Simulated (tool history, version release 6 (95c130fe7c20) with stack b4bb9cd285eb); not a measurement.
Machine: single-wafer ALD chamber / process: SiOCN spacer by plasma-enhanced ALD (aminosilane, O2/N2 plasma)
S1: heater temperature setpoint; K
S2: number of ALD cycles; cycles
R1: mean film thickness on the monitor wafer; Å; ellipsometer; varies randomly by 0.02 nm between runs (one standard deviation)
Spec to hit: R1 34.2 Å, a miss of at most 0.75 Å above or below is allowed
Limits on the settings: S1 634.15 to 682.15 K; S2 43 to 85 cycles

run 1 day=0 | S1=658.15 S2=64 | R1=41.912
run 2 day=0.129 | S1=658.15 S2=63 | R1=41.407
run 3 day=0.304 | S1=658.15 S2=72 | R1=47.474
run 4 day=0.562 | S1=658.15 S2=70 | R1=46.143
run 5 day=0.592 | S1=658.15 S2=68 | R1=44.406
run 6 day=0.925 | S1=658.15 S2=77 | R1=50.683
run 7 day=1.042 | S1=658.15 S2=67 | R1=44.375
run 8 day=1.238 | S1=658.15 S2=57 | R1=37.243
run 9 day=1.404 | S1=658.15 S2=56 | R1=36.524
run 10 day=1.442 | S1=658.15 S2=54 | R1=35.152

Of the 5 settings listed for the next run, only one would bring every result within its allowed miss of target. Which one?
run A day=1.479 | S1=651.15 S2=54 | R1=?
run B day=1.479 | S1=671.15 S2=54 | R1=?
run C day=1.479 | S1=659.15 S2=52 | R1=?
run D day=1.479 | S1=653.15 S2=54 | R1=?
run E day=1.479 | S1=652.15 S2=55 | R1=?

move=A R1=35.343
move=B R1=35.343
move=C R1=34.034
move=D R1=35.343
move=E R1=35.997
A: further off than the last run
B: further off than the last run
C: each result inside its tolerance
D: further off than the last run
E: further off than the last run
C meets every target.
